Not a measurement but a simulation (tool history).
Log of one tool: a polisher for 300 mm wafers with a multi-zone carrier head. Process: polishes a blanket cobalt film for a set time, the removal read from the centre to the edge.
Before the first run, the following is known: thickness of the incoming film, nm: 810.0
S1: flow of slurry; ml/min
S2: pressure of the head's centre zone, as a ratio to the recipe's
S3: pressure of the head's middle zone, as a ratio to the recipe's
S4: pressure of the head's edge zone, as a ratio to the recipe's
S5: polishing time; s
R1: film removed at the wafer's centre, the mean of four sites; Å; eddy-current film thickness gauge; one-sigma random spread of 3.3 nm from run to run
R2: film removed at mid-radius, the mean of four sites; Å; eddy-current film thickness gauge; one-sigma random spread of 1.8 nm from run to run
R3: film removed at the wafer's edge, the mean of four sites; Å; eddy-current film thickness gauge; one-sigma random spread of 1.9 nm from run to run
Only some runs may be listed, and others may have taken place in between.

| run | hour | S1 | S2 | S3 | S4 | S5 | R1 | R2 | R3 |
|---|---|---|---|---|---|---|---|---|---|
| 1 | 0 | 320 | 1 | 1 | 1 | 30 | 1897.8 | 2034.1 | 2005.4 |
| 2 | 2.7 | 255 | 1 | 1 | 1 | 30 | 1799.5 | 1950.3 | 1941.3 |
| 3 | 6.4 | 255 | 1.04 | 1 | 1 | 30 | 1937 | 1958.9 | 1948.8 |
| 4 | 14.8 | 275 | 1.04 | 1.01 | 1.03 | 31 | 2040.7 | 2069.1 | 2080.3 |
| 5 | 17.7 | 295 | 1.04 | 1.03 | 1.05 | 31 | 1996 | 2098 | 2095.5 |
| 6 | 22 | 295 | 1.04 | 1.03 | 1.13 | 31 | 2008.9 | 2109.7 | 2192.4 |
| 7 | 22.9 | 310 | 1.04 | 1.04 | 1.14 | 32 | 2049.4 | 2204.7 | 2243.6 |

Run 8 is up next; what results do you expect?
| 8 | 25.2 | 300 | 1.04 | 1.07 | 1.17 | 39 | ? | ? | ? |

{"run 8": {"R1": 2597.9, "R2": 2728.8, "R3": 2762.3}}
